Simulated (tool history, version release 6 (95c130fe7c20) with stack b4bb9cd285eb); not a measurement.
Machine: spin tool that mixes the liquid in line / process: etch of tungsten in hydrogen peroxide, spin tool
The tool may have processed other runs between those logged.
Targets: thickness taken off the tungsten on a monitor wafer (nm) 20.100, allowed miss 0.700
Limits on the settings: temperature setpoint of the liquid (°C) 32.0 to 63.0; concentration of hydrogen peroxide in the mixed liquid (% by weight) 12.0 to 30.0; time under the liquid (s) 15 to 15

run    day  temperature setpoint of the liquid (°C)  concentration of hydrogen peroxide in the mixed liquid (% by weight)  time under the liquid (s)  thickness taken off the tungsten on a monitor wafer (nm)
  1  0.000                                     47.0                                                                  21.0                         15                                                    37.584
  2  0.196                                     52.5                                                                  21.0                         15                                                    52.730
  3  0.221                                     45.5                                                                  21.0                         15                                                    34.606
  4  0.492                                     43.5                                                                  21.0                         15                                                    30.752
  5  0.525                                     42.0                                                                  21.0                         15                                                    27.499
  6  0.592                                     47.0                                                                  21.0                         15                                                    37.905
  7  0.642                                     44.5                                                                  21.0                         15                                                    31.950
  8  0.688                                     43.0                                                                  21.0                         15                                                    29.360
  9  0.933                                     41.5                                                                  21.0                         15                                                    26.669
 10  0.962                                     40.5                                                                  21.0                         15                                                    24.718
 11  1.083                                     40.0                                                                  21.0                         15                                                    24.657
 12  1.221                                     39.0                                                                  21.0                         15                                                    22.109
 13  1.500                                     38.5                                                                  21.0                         15                                                    22.139
 14  1.579                                     38.0                                                                  21.0                         15                                                    21.145

Of the 4 settings listed for the next run, only one would bring every result within its allowed miss of target. Which one?
  A  1.658                                     37.5                                                                  23.0                         15                                                         ?
  B  1.658                                     35.0                                                                  22.0                         15                                                         ?
  C  1.658                                     38.5                                                                  21.0                         15                                                         ?
  D  1.658                                     36.5                                                                  22.5                         15                                                         ?

move  thickness taken off the tungsten on a monitor wafer (nm)
   A                                                    21.553
   B                                                    17.843
   C                                                    21.998
   D                                                    19.949
A: the biggest miss grows against the last run
B: moves the result that the last run missed by most past its target, out the other side
C: the biggest miss grows against the last run
D: hits every target within its allowed miss
Move D is the one to make.
